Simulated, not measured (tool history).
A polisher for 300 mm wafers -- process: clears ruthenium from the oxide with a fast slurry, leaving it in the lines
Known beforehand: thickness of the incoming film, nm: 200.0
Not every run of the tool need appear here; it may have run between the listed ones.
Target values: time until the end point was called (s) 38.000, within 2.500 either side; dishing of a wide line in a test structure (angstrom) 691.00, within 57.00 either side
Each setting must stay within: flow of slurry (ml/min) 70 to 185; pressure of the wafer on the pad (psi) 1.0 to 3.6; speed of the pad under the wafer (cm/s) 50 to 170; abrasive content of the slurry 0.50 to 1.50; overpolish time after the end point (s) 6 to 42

run,day,flow of slurry (ml/min),pressure of the wafer on the pad (psi),speed of the pad under the wafer (cm/s),abrasive content of the slurry,overpolish time after the end point (s),time until the end point was called (s),dishing of a wide line in a test structure (angstrom)
1,0.000,120,2.3,110,1.00,21,56.081,518.33
2,0.292,120,2.5,110,1.00,21,50.310,551.06
3,0.433,135,2.5,110,1.00,21,50.415,532.26
4,0.475,135,2.5,110,1.00,30,49.358,665.21
5,0.608,135,2.5,110,1.00,33,49.093,703.16
6,0.821,135,2.5,130,1.00,33,44.085,725.69
7,1.029,135,2.6,132,1.00,32,41.197,735.19
8,1.208,135,2.6,132,1.00,31,41.193,737.95
# day 1.375: worn pad replaced by a new one
9,1.375,135,2.6,132,1.00,30,37.249,754.29

Exercise: of the 5 proposed moves below, exactly one satisfies all targets within the stated allowed misses. Which move is it?
A,1.542,125,2.7,84,1.30,21,?,?
B,1.542,135,2.3,112,1.20,27,?,?
C,1.542,130,3.0,116,1.00,39,?,?
D,1.542,115,2.5,142,1.05,26,?,?
E,1.542,140,2.4,130,0.95,21,?,?

move,time until the end point was called (s),dishing of a wide line in a test structure (angstrom)
A,46.447,581.06
B,44.747,682.78
C,36.775,853.24
D,37.333,731.39
E,42.348,613.79
A: pushes the last run's worst result past its target
B: the furthest-off result lands on target, but another misses its tolerance
C: moves away from the targets compared with the last run
D: every result lands within tolerance
E: pushes the last run's worst result past its target
So the answer is move D, the one that meets all the targets.
